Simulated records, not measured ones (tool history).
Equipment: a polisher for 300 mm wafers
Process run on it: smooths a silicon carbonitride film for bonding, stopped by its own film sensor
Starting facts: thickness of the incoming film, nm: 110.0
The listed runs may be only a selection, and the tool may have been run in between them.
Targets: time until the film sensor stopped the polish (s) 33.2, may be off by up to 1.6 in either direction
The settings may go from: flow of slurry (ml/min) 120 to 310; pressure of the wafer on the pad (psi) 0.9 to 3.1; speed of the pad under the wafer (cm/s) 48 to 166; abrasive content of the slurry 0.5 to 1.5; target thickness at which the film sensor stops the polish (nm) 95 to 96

| run | hour | flow of slurry (ml/min) | pressure of the wafer on the pad (psi) | speed of the pad under the wafer (cm/s) | abrasive content of the slurry | target thickness at which the film sensor stops the polish (nm) | time until the film sensor stopped the polish (s) |
|---|---|---|---|---|---|---|---|
| 1 | 0 | 200 | 2 | 106 | 1 | 95 | 58.657 |
| 2 | 4 | 200 | 2.2 | 108 | 1 | 95 | 54.566 |
| 3 | 12.2 | 200 | 2.4 | 112 | 1 | 95 | 47.761 |
| 4 | 20.7 | 160 | 2.4 | 112 | 1 | 95 | 49.863 |
| 5 | 22.2 | 120 | 2.4 | 112 | 1 | 95 | 53.657 |
| 6 | 29.6 | 120 | 2.6 | 112 | 1 | 95 | 50.868 |
| 7 | 31.5 | 135 | 2.7 | 114 | 1 | 95 | 46.053 |
| 8 | 39.7 | 150 | 2.8 | 116 | 1 | 95 | 43.326 |
| 9 | 41.2 | 160 | 2.9 | 118 | 1 | 95 | 39.987 |
| 10 | 44.5 | 170 | 3.1 | 128 | 1 | 95 | 35.622 |
| 11 | 47.9 | 170 | 3.1 | 130 | 1 | 95 | 35.566 |
| 12 | 49.6 | 170 | 3.1 | 132 | 1 | 95 | 35.091 |
| 13 | 54.3 | 170 | 3.1 | 132 | 1 | 95 | 35.042 |
| 14 | 62.4 | 170 | 3.1 | 134 | 1 | 95 | 34.843 |

5 candidate next runs follow, results not yet known. Just one meets every target within its allowed miss. Identify it.
| A | 70.5 | 185 | 3 | 130 | 1 | 95 | ? |
| B | 70.5 | 175 | 3.1 | 118 | 1.2 | 96 | ? |
| C | 70.5 | 190 | 2.6 | 114 | 1.3 | 96 | ? |
| D | 70.5 | 190 | 2.7 | 130 | 1.05 | 95 | ? |
| E | 70.5 | 205 | 2.8 | 120 | 1.05 | 96 | ? |

| move | time until the film sensor stopped the polish (s) |
|---|---|
| A | 35.712 |
| B | 32.073 |
| C | 37.219 |
| D | 38.647 |
| E | 36.088 |
A: its largest miss is bigger than the last run's
B: meets every target
C: its largest miss is bigger than the last run's
D: its largest miss is bigger than the last run's
E: its largest miss is bigger than the last run's
B meets every target.

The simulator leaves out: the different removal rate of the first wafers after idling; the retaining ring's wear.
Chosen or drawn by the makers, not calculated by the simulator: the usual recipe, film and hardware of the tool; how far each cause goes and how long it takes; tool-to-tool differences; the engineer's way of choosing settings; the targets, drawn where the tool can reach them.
